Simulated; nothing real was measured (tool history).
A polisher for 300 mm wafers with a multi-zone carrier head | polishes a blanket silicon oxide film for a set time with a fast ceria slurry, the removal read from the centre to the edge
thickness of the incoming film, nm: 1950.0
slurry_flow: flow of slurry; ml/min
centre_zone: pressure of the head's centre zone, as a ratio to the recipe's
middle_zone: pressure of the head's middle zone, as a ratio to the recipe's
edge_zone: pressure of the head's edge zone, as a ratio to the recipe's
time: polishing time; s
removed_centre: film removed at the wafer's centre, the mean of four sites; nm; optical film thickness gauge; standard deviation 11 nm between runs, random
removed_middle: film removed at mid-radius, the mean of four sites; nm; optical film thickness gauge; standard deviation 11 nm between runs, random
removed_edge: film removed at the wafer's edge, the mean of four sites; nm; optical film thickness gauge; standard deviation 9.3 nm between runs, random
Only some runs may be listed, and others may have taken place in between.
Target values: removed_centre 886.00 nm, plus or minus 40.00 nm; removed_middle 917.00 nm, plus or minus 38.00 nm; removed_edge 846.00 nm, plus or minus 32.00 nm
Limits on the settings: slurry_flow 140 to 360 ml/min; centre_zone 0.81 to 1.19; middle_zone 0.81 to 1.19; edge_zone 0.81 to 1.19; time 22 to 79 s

{"run": 1, "hour": 0.0, "slurry_flow": 230, "centre_zone": 1.0, "middle_zone": 1.0, "edge_zone": 1.0, "time": 50, "removed_centre": 852.91, "removed_middle": 736.42, "removed_edge": 745.47}
{"run": 2, "hour": 4.5, "slurry_flow": 250, "centre_zone": 1.0, "middle_zone": 1.0, "edge_zone": 1.0, "time": 50, "removed_centre": 847.56, "removed_middle": 761.11, "removed_edge": 743.07}
{"run": 3, "hour": 6.3, "slurry_flow": 250, "centre_zone": 1.0, "middle_zone": 1.07, "edge_zone": 1.0, "time": 50, "removed_centre": 846.22, "removed_middle": 780.74, "removed_edge": 754.33}
{"run": 4, "hour": 7.1, "slurry_flow": 255, "centre_zone": 1.0, "middle_zone": 1.08, "edge_zone": 1.01, "time": 51, "removed_centre": 862.76, "removed_middle": 799.68, "removed_edge": 768.32}
{"run": 5, "hour": 11.7, "slurry_flow": 255, "centre_zone": 1.0, "middle_zone": 1.03, "edge_zone": 1.01, "time": 51, "removed_centre": 856.33, "removed_middle": 778.98, "removed_edge": 773.07}
{"run": 6, "hour": 15.1, "slurry_flow": 260, "centre_zone": 1.0, "middle_zone": 1.05, "edge_zone": 1.01, "time": 51, "removed_centre": 856.24, "removed_middle": 803.04, "removed_edge": 779.36}
{"run": 7, "hour": 21.5, "slurry_flow": 270, "centre_zone": 1.0, "middle_zone": 1.06, "edge_zone": 1.01, "time": 51, "removed_centre": 847.68, "removed_middle": 816.26, "removed_edge": 775.1}
{"run": 8, "hour": 23.0, "slurry_flow": 275, "centre_zone": 1.0, "middle_zone": 1.06, "edge_zone": 1.02, "time": 51, "removed_centre": 878.95, "removed_middle": 795.27, "removed_edge": 789.22}
{"run": 9, "hour": 24.7, "slurry_flow": 275, "centre_zone": 0.99, "middle_zone": 1.07, "edge_zone": 1.02, "time": 52, "removed_centre": 889.44, "removed_middle": 824.14, "removed_edge": 802.49}
{"run": 10, "hour": 26.7, "slurry_flow": 280, "centre_zone": 0.98, "middle_zone": 1.09, "edge_zone": 1.02, "time": 52, "removed_centre": 882.95, "removed_middle": 834.18, "removed_edge": 795.16}
{"run": 11, "hour": 31.9, "slurry_flow": 285, "centre_zone": 0.97, "middle_zone": 1.1, "edge_zone": 1.03, "time": 52, "removed_centre": 865.19, "removed_middle": 850.13, "removed_edge": 803.72}
{"hour": 39.6, "done": "centre zone pressure recalibrated"}
{"run": 12, "hour": 39.6, "slurry_flow": 290, "centre_zone": 0.97, "middle_zone": 1.11, "edge_zone": 1.03, "time": 52, "removed_centre": 790.32, "removed_middle": 859.77, "removed_edge": 806.53}
{"run": 13, "hour": 45.4, "slurry_flow": 295, "centre_zone": 0.98, "middle_zone": 1.11, "edge_zone": 1.03, "time": 52, "removed_centre": 791.53, "removed_middle": 869.28, "removed_edge": 808.83}
{"run": 14, "hour": 48.1, "slurry_flow": 295, "centre_zone": 0.99, "middle_zone": 1.11, "edge_zone": 1.03, "time": 52, "removed_centre": 824.01, "removed_middle": 877.16, "removed_edge": 807.85}
{"run": 15, "hour": 49.8, "slurry_flow": 295, "centre_zone": 1.0, "middle_zone": 1.11, "edge_zone": 1.03, "time": 52, "removed_centre": 831.69, "removed_middle": 864.56, "removed_edge": 812.11}
{"run": 16, "hour": 51.4, "slurry_flow": 295, "centre_zone": 1.01, "middle_zone": 1.12, "edge_zone": 1.02, "time": 53, "removed_centre": 830.13, "removed_middle": 867.34, "removed_edge": 820.99}
{"run": 17, "hour": 54.8, "slurry_flow": 290, "centre_zone": 1.0, "middle_zone": 1.12, "edge_zone": 1.02, "time": 53, "removed_centre": 838.22, "removed_middle": 880.61, "removed_edge": 802.57}

Below are 5 possible settings for the next run. Only one of them brings all results inside the allowed miss of their targets. Which is it?
{"run": "A", "hour": 58.2, "slurry_flow": 355, "centre_zone": 1.06, "middle_zone": 1.15, "edge_zone": 1.1, "time": 53, "removed_centre": "?", "removed_middle": "?", "removed_edge": "?"}
{"run": "B", "hour": 58.2, "slurry_flow": 310, "centre_zone": 1.0, "middle_zone": 1.07, "edge_zone": 1.13, "time": 49, "removed_centre": "?", "removed_middle": "?", "removed_edge": "?"}
{"run": "C", "hour": 58.2, "slurry_flow": 285, "centre_zone": 0.98, "middle_zone": 0.94, "edge_zone": 1.19, "time": 54, "removed_centre": "?", "removed_middle": "?", "removed_edge": "?"}
{"run": "D", "hour": 58.2, "slurry_flow": 225, "centre_zone": 1.16, "middle_zone": 1.07, "edge_zone": 0.96, "time": 51, "removed_centre": "?", "removed_middle": "?", "removed_edge": "?"}
{"run": "E", "hour": 58.2, "slurry_flow": 360, "centre_zone": 0.99, "middle_zone": 1.13, "edge_zone": 1.19, "time": 49, "removed_centre": "?", "removed_middle": "?", "removed_edge": "?"}

move=A removed_centre=883.72 removed_middle=922.00 removed_edge=858.09
move=B removed_centre=760.36 removed_middle=796.43 removed_edge=798.05
move=C removed_centre=813.31 removed_middle=788.23 removed_edge=899.49
move=D removed_centre=886.00 removed_middle=801.67 removed_edge=747.73
move=E removed_centre=763.52 removed_middle=841.78 removed_edge=827.06
A: meets every target
B: further off than the last run
C: takes the biggest miss from the last run beyond its target
D: further off than the last run
E: the furthest-off result lands on target, but another misses its tolerance
A meets every target.
